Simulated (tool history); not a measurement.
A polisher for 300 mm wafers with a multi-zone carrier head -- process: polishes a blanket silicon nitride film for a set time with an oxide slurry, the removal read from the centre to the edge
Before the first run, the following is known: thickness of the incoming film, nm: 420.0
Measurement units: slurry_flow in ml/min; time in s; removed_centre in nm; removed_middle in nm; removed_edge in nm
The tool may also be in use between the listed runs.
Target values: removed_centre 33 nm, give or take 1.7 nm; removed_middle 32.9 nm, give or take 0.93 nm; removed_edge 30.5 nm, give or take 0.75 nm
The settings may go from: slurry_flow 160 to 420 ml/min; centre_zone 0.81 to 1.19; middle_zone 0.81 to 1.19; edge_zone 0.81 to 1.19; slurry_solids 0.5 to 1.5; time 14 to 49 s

run,hour,slurry_flow,centre_zone,middle_zone,edge_zone,slurry_solids,time,removed_centre,removed_middle,removed_edge
1,0,270,1,1,1,1,31,28.074,27.283,27.022
2,8.7,285,1.03,1.04,1.04,1.05,31,29.005,28.714,28.053
3,12.5,295,1.06,1.07,1.05,1.1,31,30.986,30.483,28.493
4,16.3,305,1.07,1.08,1.07,1.15,31,31.543,31.399,29.323
5,18.4,305,1.07,1.08,1.07,1.15,25,25.455,24.971,23.605
6,27,305,1.07,1.08,1.14,1.15,25,25.305,25.347,24.24
7,33.6,335,1.12,1.13,1.19,1.4,27,31.725,31.184,28.957
8,40.4,340,1.12,1.13,1.19,1.45,27,32.358,30.918,29.35
9,42.4,340,1.11,1.14,1.19,1.45,27,32.213,31.248,29.036
10,51.2,340,1.1,1.14,1.19,1.45,27,31.764,31.143,29.085
11,57.2,340,1.09,1.14,1.19,1.45,27,30.882,31.32,28.849

4 candidate next runs follow, results not yet known. Just one meets every target within its allowed miss. Identify it.
A,63.2,235,1.05,1.03,1.19,1.5,28,?,?,?
B,63.2,330,1.12,1.15,1.19,1.45,28,?,?,?
C,63.2,290,0.99,1.17,1.19,1.4,28,?,?,?
D,63.2,360,1.19,1.11,1.16,1.5,26,?,?,?

move,removed_centre,removed_middle,removed_edge
A,29.66,28.89,29.619
B,32.576,32.507,30.027
C,28.011,32.183,29.347
D,32.815,29.858,28.178
A: the biggest miss grows against the last run
B: every result within its allowed miss
C: the biggest miss grows against the last run
D: the biggest miss grows against the last run
Correct choice: B, which meets every target
